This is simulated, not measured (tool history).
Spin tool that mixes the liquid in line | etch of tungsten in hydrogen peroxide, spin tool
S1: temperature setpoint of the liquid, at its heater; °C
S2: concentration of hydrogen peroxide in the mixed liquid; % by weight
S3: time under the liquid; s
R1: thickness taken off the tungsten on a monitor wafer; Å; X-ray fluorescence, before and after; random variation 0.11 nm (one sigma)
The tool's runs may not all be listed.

run  hour    S1  S2  S3      R1
  1     0    54  16  15  328.95
  2   1.6    54  19  15  352.12
  3   4.9    58  19  15  445.97
  4   6.5  51.5  19  15  304.39
  5  12.6    56  19  15  402.46
  6  15.3  54.5  19  15  363.04

Forecast run 7:
  7  18.1  46.5  19  15   ?

Run 7 gave R1 227.34 Å.
